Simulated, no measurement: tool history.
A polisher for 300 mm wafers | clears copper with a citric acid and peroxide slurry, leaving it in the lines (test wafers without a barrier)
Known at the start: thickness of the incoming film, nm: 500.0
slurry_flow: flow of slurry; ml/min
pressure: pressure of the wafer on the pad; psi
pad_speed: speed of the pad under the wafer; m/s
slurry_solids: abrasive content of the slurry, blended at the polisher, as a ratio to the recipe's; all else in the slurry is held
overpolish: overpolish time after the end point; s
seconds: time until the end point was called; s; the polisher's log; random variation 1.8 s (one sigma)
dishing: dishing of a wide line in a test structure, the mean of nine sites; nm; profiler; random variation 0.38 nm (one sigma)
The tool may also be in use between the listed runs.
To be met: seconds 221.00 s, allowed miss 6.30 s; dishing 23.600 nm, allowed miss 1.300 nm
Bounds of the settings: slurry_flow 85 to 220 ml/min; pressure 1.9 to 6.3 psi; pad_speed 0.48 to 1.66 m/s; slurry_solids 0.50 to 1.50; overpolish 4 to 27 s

Run 1, day 0.000: slurry_flow 140 ml/min, pressure 4.1 psi, pad_speed 1.06 m/s, slurry_solids 1.00, overpolish 14 s. Result: seconds 139.64 s, dishing 35.612 nm.
Run 2, day 0.329: slurry_flow 135 ml/min, pressure 3.8 psi, pad_speed 1.06 m/s, slurry_solids 1.00, overpolish 14 s. Result: seconds 153.06 s, dishing 33.209 nm.
Run 3, day 0.608: slurry_flow 115 ml/min, pressure 3.8 psi, pad_speed 1.06 m/s, slurry_solids 1.00, overpolish 14 s. Result: seconds 157.45 s, dishing 33.559 nm.
Run 4, day 0.746: slurry_flow 115 ml/min, pressure 3.6 psi, pad_speed 1.06 m/s, slurry_solids 1.00, overpolish 14 s. Result: seconds 163.88 s, dishing 31.748 nm.
Run 5, day 0.821: slurry_flow 115 ml/min, pressure 4.3 psi, pad_speed 1.06 m/s, slurry_solids 1.00, overpolish 14 s. Result: seconds 138.93 s, dishing 35.670 nm.
Run 6, day 1.175: slurry_flow 115 ml/min, pressure 4.3 psi, pad_speed 1.06 m/s, slurry_solids 1.00, overpolish 17 s. Result: seconds 137.76 s, dishing 43.605 nm.
Run 7, day 1.283: slurry_flow 115 ml/min, pressure 4.0 psi, pad_speed 1.06 m/s, slurry_solids 1.00, overpolish 16 s. Result: seconds 149.83 s, dishing 37.930 nm.
Run 8, day 1.608: slurry_flow 115 ml/min, pressure 3.8 psi, pad_speed 1.06 m/s, slurry_solids 1.00, overpolish 16 s. Result: seconds 157.77 s, dishing 37.524 nm.
Run 9, day 1.779: slurry_flow 115 ml/min, pressure 3.6 psi, pad_speed 1.06 m/s, slurry_solids 1.00, overpolish 15 s. Result: seconds 164.07 s, dishing 32.433 nm.
Run 10, day 1.917: slurry_flow 110 ml/min, pressure 3.4 psi, pad_speed 1.06 m/s, slurry_solids 1.00, overpolish 15 s. Result: seconds 176.58 s, dishing 31.147 nm.
Run 11, day 1.971: slurry_flow 110 ml/min, pressure 3.3 psi, pad_speed 1.06 m/s, slurry_solids 1.00, overpolish 15 s. Result: seconds 181.80 s, dishing 30.656 nm.
Run 12, day 2.267: slurry_flow 110 ml/min, pressure 3.2 psi, pad_speed 1.06 m/s, slurry_solids 1.00, overpolish 15 s. Result: seconds 187.00 s, dishing 29.008 nm.
Run 13, day 2.612: slurry_flow 110 ml/min, pressure 3.1 psi, pad_speed 1.06 m/s, slurry_solids 1.00, overpolish 15 s. Result: seconds 190.36 s, dishing 29.457 nm.
Run 14, day 2.758: slurry_flow 110 ml/min, pressure 3.0 psi, pad_speed 1.06 m/s, slurry_solids 1.00, overpolish 15 s. Result: seconds 196.49 s, dishing 28.015 nm.
Run 15, day 3.000: slurry_flow 110 ml/min, pressure 2.9 psi, pad_speed 1.06 m/s, slurry_solids 1.00, overpolish 15 s. Result: seconds 204.88 s, dishing 27.398 nm.

5 next moves are on the table. One of them brings every result within its allowed miss. Which?
Run A, day 3.242: slurry_flow 95 ml/min, pressure 2.9 psi, pad_speed 1.20 m/s, slurry_solids 1.00, overpolish 19 s. Result: seconds ?, dishing ?.
Run B, day 3.242: slurry_flow 110 ml/min, pressure 3.4 psi, pad_speed 0.94 m/s, slurry_solids 0.95, overpolish 16 s. Result: seconds ?, dishing ?.
Run C, day 3.242: slurry_flow 100 ml/min, pressure 3.9 psi, pad_speed 0.62 m/s, slurry_solids 0.85, overpolish 18 s. Result: seconds ?, dishing ?.
Run D, day 3.242: slurry_flow 105 ml/min, pressure 3.4 psi, pad_speed 0.96 m/s, slurry_solids 0.95, overpolish 11 s. Result: seconds ?, dishing ?.
Run E, day 3.242: slurry_flow 90 ml/min, pressure 2.5 psi, pad_speed 1.22 m/s, slurry_solids 1.05, overpolish 14 s. Result: seconds ?, dishing ?.

move  seconds  dishing
   A   191.76   35.882
   B   191.04   31.097
   C   222.33   30.298
   D   189.88   22.176
   E   218.33   24.145
A: further off than the last run
B: further off than the last run
C: further off than the last run
D: takes the result that was furthest off past its target
E: meets every target
The right move is E.
